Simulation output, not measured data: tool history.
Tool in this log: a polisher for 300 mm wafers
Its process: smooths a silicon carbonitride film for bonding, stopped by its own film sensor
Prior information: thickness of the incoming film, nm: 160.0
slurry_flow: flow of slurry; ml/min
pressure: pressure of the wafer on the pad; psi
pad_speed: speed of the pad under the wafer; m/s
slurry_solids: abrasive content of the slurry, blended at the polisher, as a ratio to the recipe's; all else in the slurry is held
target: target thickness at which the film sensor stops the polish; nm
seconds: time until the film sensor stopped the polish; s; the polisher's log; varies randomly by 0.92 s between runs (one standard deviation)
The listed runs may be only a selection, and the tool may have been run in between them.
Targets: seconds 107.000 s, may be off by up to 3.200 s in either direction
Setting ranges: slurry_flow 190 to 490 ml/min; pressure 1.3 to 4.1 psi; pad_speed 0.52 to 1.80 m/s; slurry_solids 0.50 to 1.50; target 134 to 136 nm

run 1 hour=0.0 | slurry_flow=315 pressure=2.7 pad_speed=1.16 slurry_solids=1.00 target=134 | seconds=60.784
run 2 hour=8.2 | slurry_flow=315 pressure=2.7 pad_speed=1.02 slurry_solids=1.00 target=134 | seconds=66.663
run 3 hour=10.6 | slurry_flow=315 pressure=2.3 pad_speed=1.02 slurry_solids=1.00 target=134 | seconds=79.781
run 4 hour=16.4 | slurry_flow=315 pressure=2.3 pad_speed=1.02 slurry_solids=1.00 target=136 | seconds=72.314
run 5 hour=19.7 | slurry_flow=315 pressure=2.0 pad_speed=1.00 slurry_solids=1.00 target=136 | seconds=85.576
run 6 hour=20.4 | slurry_flow=315 pressure=1.8 pad_speed=1.00 slurry_solids=1.00 target=136 | seconds=94.169
run 7 hour=24.9 | slurry_flow=315 pressure=1.7 pad_speed=1.00 slurry_solids=1.00 target=136 | seconds=98.811
run 8 hour=26.3 | slurry_flow=315 pressure=1.5 pad_speed=1.00 slurry_solids=1.00 target=136 | seconds=110.450

Which one of the following 4 next-run settings gets every result inside its allowed miss? There is exactly one.
run A hour=27.7 | slurry_flow=335 pressure=1.9 pad_speed=0.78 slurry_solids=1.00 target=134 | seconds=?
run B hour=27.7 | slurry_flow=300 pressure=1.5 pad_speed=0.94 slurry_solids=1.00 target=136 | seconds=?
run C hour=27.7 | slurry_flow=190 pressure=1.3 pad_speed=1.24 slurry_solids=1.05 target=135 | seconds=?
run D hour=27.7 | slurry_flow=290 pressure=1.7 pad_speed=0.92 slurry_solids=1.00 target=136 | seconds=?

move=A seconds=116.730
move=B seconds=116.980
move=C seconds=112.490
move=D seconds=105.870
A: its largest miss is bigger than the last run's
B: its largest miss is bigger than the last run's
C: its largest miss is bigger than the last run's
D: all results in spec
Correct choice: D, which meets every target

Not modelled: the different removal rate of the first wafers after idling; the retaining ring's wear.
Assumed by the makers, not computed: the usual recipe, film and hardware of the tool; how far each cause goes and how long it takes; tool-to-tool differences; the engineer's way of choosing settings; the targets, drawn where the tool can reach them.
